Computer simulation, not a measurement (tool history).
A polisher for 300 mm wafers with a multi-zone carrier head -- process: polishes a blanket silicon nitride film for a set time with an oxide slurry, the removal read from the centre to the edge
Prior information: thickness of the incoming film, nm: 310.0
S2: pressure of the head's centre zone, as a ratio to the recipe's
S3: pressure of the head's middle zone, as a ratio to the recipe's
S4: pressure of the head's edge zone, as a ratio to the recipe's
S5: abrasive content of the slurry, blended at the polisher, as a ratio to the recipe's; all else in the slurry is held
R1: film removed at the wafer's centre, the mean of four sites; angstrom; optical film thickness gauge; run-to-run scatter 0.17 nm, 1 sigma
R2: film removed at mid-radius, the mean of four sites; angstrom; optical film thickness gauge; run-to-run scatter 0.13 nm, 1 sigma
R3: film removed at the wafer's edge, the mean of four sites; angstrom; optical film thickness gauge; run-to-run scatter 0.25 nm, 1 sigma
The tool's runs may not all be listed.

{"run": 1, "day": 0.0, "flow of slurry (ml/min)": 305, "S2": 1.0, "S3": 1.0, "S4": 1.0, "S5": 1.0, "polishing time (s)": 76, "R1": 377.36, "R2": 369.93, "R3": 369.8}
{"run": 2, "day": 0.317, "flow of slurry (ml/min)": 305, "S2": 1.0, "S3": 1.0, "S4": 1.0, "S5": 1.0, "polishing time (s)": 89, "R1": 440.72, "R2": 430.07, "R3": 426.67}
{"run": 3, "day": 0.629, "flow of slurry (ml/min)": 260, "S2": 1.0, "S3": 1.0, "S4": 1.0, "S5": 1.0, "polishing time (s)": 89, "R1": 431.71, "R2": 425.8, "R3": 424.11}
{"run": 4, "day": 0.717, "flow of slurry (ml/min)": 260, "S2": 1.0, "S3": 1.0, "S4": 1.0, "S5": 0.9, "polishing time (s)": 89, "R1": 413.14, "R2": 402.11, "R3": 394.82}
{"run": 5, "day": 1.075, "flow of slurry (ml/min)": 260, "S2": 1.0, "S3": 1.0, "S4": 1.0, "S5": 0.9, "polishing time (s)": 76, "R1": 350.31, "R2": 339.84, "R3": 334.33}
{"run": 6, "day": 1.412, "flow of slurry (ml/min)": 260, "S2": 1.0, "S3": 1.0, "S4": 1.0, "S5": 0.75, "polishing time (s)": 76, "R1": 309.28, "R2": 308.44, "R3": 302.33}
{"run": 7, "day": 1.671, "flow of slurry (ml/min)": 255, "S2": 1.0, "S3": 0.97, "S4": 0.99, "S5": 0.7, "polishing time (s)": 73, "R1": 285.12, "R2": 271.44, "R3": 274.7}
{"run": 8, "day": 1.9, "flow of slurry (ml/min)": 250, "S2": 0.99, "S3": 0.95, "S4": 0.96, "S5": 0.65, "polishing time (s)": 72, "R1": 261.1, "R2": 252.05, "R3": 253.29}
{"run": 9, "day": 1.933, "flow of slurry (ml/min)": 245, "S2": 0.99, "S3": 0.93, "S4": 0.94, "S5": 0.65, "polishing time (s)": 71, "R1": 258.59, "R2": 242.37, "R3": 254.36}
{"run": 10, "day": 2.212, "flow of slurry (ml/min)": 245, "S2": 1.0, "S3": 0.92, "S4": 0.93, "S5": 0.65, "polishing time (s)": 69, "R1": 253.82, "R2": 236.27, "R3": 245.19}
{"run": 11, "day": 2.562, "flow of slurry (ml/min)": 240, "S2": 1.0, "S3": 0.91, "S4": 0.92, "S5": 0.65, "polishing time (s)": 68, "R1": 249.07, "R2": 229.17, "R3": 236.67}
{"run": 12, "day": 2.904, "flow of slurry (ml/min)": 235, "S2": 1.0, "S3": 0.9, "S4": 0.91, "S5": 0.65, "polishing time (s)": 67, "R1": 246.81, "R2": 219.73, "R3": 233.88}
{"run": 13, "day": 3.171, "flow of slurry (ml/min)": 235, "S2": 1.0, "S3": 0.89, "S4": 0.9, "S5": 0.65, "polishing time (s)": 66, "R1": 238.19, "R2": 218.23, "R3": 222.35}
{"run": 14, "day": 3.217, "flow of slurry (ml/min)": 230, "S2": 1.0, "S3": 0.88, "S4": 0.9, "S5": 0.65, "polishing time (s)": 66, "R1": 242.86, "R2": 213.12, "R3": 223.94}
{"run": 15, "day": 3.454, "flow of slurry (ml/min)": 225, "S2": 0.94, "S3": 0.82, "S4": 0.82, "S5": 0.5, "polishing time (s)": 59, "R1": 160.45, "R2": 143.3, "R3": 158.94}
{"run": 16, "day": 3.479, "flow of slurry (ml/min)": 230, "S2": 0.95, "S3": 0.83, "S4": 0.84, "S5": 0.5, "polishing time (s)": 59, "R1": 163.48, "R2": 145.8, "R3": 162.46}
{"run": 17, "day": 3.838, "flow of slurry (ml/min)": 230, "S2": 0.96, "S3": 0.84, "S4": 0.86, "S5": 0.5, "polishing time (s)": 59, "R1": 167.25, "R2": 148.84, "R3": 160.05}

Predict the results of run 18:
{"run": 18, "day": 4.05, "flow of slurry (ml/min)": 230, "S2": 0.96, "S3": 0.84, "S4": 0.87, "S5": 0.5, "polishing time (s)": 59, "R1": "?", "R2": "?", "R3": "?"}

{"run 18": {"R1": 166.01, "R2": 148.04, "R3": 161.25}}
